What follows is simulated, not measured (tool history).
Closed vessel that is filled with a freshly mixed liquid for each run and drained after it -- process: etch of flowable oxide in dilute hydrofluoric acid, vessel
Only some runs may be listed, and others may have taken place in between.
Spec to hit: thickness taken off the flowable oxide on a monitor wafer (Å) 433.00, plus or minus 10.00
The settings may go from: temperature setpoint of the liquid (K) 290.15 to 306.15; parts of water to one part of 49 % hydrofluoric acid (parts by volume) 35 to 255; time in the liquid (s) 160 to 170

run  hour  temperature setpoint of the liquid (K)  parts of water to one part of 49 % hydrofluoric acid (parts by volume)  time in the liquid (s)  thickness taken off the flowable oxide on a monitor wafer (Å)
  1   0.0                                  298.15                                                                     145                     160                                                         341.16
  2   7.5                                  299.65                                                                     145                     160                                                         358.55
  3  15.4                                  299.65                                                                     145                     160                                                         357.95
  4  19.0                                  298.15                                                                     145                     160                                                         338.09
  5  23.3                                  298.15                                                                     190                     160                                                         245.56
  6  29.0                                  299.15                                                                     185                     160                                                         264.15
  7  32.4                                  299.65                                                                     180                     160                                                         276.32
  8  33.9                                  300.15                                                                     175                     160                                                         292.41
  9  41.2                                  300.65                                                                     170                     160                                                         309.72
 10  41.8                                  301.15                                                                     170                     160                                                         313.32
 11  44.2                                  301.65                                                                     170                     160                                                         319.70
 12  53.1                                  302.15                                                                     170                     160                                                         324.63

4 next moves are on the table. One of them brings every result within its allowed miss. Which?
  A  62.0                                  304.65                                                                     135                     170                                                              ?
  B  62.0                                  300.65                                                                     120                     170                                                              ?
  C  62.0                                  304.15                                                                     125                     165                                                              ?
  D  62.0                                  306.15                                                                     160                     170                                                              ?

move  thickness taken off the flowable oxide on a monitor wafer (Å)
   A                                                         496.71
   B                                                         492.09
   C                                                         518.50
   D                                                         426.81
A: the result that was furthest off in the last run now lies on the other side of its target
B: the result that was furthest off in the last run now lies on the other side of its target
C: the result that was furthest off in the last run now lies on the other side of its target
D: every result within its allowed miss
The right move is D.
